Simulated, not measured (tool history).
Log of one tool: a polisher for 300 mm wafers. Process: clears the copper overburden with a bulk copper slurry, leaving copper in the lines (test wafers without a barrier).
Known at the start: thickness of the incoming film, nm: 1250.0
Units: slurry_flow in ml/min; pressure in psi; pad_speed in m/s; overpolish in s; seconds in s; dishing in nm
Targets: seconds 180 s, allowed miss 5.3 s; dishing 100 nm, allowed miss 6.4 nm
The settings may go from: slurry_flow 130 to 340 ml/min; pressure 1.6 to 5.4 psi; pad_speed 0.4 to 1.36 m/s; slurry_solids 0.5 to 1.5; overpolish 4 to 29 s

Run 1, hour 0: slurry_flow 220 ml/min, pressure 3.5 psi, pad_speed 0.88 m/s, slurry_solids 1, overpolish 15 s. Result: seconds 168.08 s, dishing 73.886 nm.
Run 2, hour 4.5: slurry_flow 215 ml/min, pressure 3.4 psi, pad_speed 0.88 m/s, slurry_solids 1, overpolish 17 s. Result: seconds 175.23 s, dishing 78.056 nm.
Run 3, hour 8: slurry_flow 185 ml/min, pressure 3.4 psi, pad_speed 0.88 m/s, slurry_solids 1, overpolish 17 s. Result: seconds 178.15 s, dishing 77.106 nm.
Run 4, hour 10.1: slurry_flow 185 ml/min, pressure 3.4 psi, pad_speed 0.76 m/s, slurry_solids 1, overpolish 17 s. Result: seconds 204.29 s, dishing 68.54 nm.
Run 5, hour 11.1: slurry_flow 220 ml/min, pressure 3.4 psi, pad_speed 0.76 m/s, slurry_solids 1, overpolish 17 s. Result: seconds 198.09 s, dishing 71.37 nm.
Run 6, hour 12.3: slurry_flow 220 ml/min, pressure 4 psi, pad_speed 0.76 m/s, slurry_solids 1, overpolish 17 s. Result: seconds 169.73 s, dishing 78.652 nm.
Run 7, hour 13.6: slurry_flow 215 ml/min, pressure 3.9 psi, pad_speed 0.76 m/s, slurry_solids 1, overpolish 19 s. Result: seconds 174.28 s, dishing 83.289 nm.
Run 8, hour 19.3: slurry_flow 210 ml/min, pressure 3.9 psi, pad_speed 0.76 m/s, slurry_solids 1, overpolish 21 s. Result: seconds 174.74 s, dishing 89.927 nm.
Run 9, hour 23.3: slurry_flow 205 ml/min, pressure 3.9 psi, pad_speed 0.76 m/s, slurry_solids 1, overpolish 22 s. Result: seconds 176.02 s, dishing 94.408 nm.

Which of these 4 next moves meets every target?
Run A, hour 27.3: slurry_flow 160 ml/min, pressure 4.1 psi, pad_speed 0.74 m/s, slurry_solids 1.2, overpolish 20 s. Result: seconds ?, dishing ?.
Run B, hour 27.3: slurry_flow 200 ml/min, pressure 3.9 psi, pad_speed 0.78 m/s, slurry_solids 1.2, overpolish 19 s. Result: seconds ?, dishing ?.
Run C, hour 27.3: slurry_flow 240 ml/min, pressure 2.8 psi, pad_speed 1 m/s, slurry_solids 1.15, overpolish 28 s. Result: seconds ?, dishing ?.
Run D, hour 27.3: slurry_flow 130 ml/min, pressure 4.6 psi, pad_speed 0.72 m/s, slurry_solids 1.05, overpolish 19 s. Result: seconds ?, dishing ?.

move  seconds  dishing
   A   173.85   86.437
   B   167.09   85.391
   C   177.83    99.83
   D   170.38   85.443
A: further off than the last run
B: further off than the last run
C: meets every target
D: further off than the last run
Move C is the one to make.

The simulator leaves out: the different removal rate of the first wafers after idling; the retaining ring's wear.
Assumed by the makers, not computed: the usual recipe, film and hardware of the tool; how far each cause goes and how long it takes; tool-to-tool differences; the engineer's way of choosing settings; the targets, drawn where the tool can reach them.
